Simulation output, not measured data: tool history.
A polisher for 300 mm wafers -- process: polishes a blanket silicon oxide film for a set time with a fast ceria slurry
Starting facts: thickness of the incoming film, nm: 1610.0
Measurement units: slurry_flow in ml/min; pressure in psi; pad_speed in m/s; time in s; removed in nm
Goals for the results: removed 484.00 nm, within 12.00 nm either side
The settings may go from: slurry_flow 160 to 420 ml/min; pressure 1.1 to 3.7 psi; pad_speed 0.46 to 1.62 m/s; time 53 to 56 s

run	day	slurry_flow	pressure	pad_speed	time	removed
1	0.000	270	2.4	1.04	53	812.36
2	0.267	235	2.4	1.04	53	807.38
3	0.492	235	2.4	1.04	53	811.72
4	0.642	235	2.1	1.04	53	726.13
5	0.875	235	2.6	1.04	53	854.60
6	1.229	230	2.2	1.02	53	734.60
7	1.304	230	1.9	1.02	53	664.06
8	1.525	230	1.7	1.00	53	587.04
9	1.846	230	1.6	1.00	53	562.77
10	1.975	230	1.5	1.00	53	537.59
11	2.288	230	1.4	1.00	53	514.53

5 candidate next runs follow, results not yet known. Just one meets every target within its allowed miss. Identify it.
A	2.600	290	1.3	1.04	56	?
B	2.600	250	1.4	0.92	53	?
C	2.600	260	1.5	0.90	56	?
D	2.600	245	1.6	0.88	56	?
E	2.600	240	1.2	0.96	53	?

move	removed
A	542.39
B	476.78
C	520.66
D	531.92
E	443.65
A: misses by more than the last run did
B: meets every target
C: misses by more than the last run did
D: misses by more than the last run did
E: pushes the last run's worst result past its target
Go with B: it meets all targets.
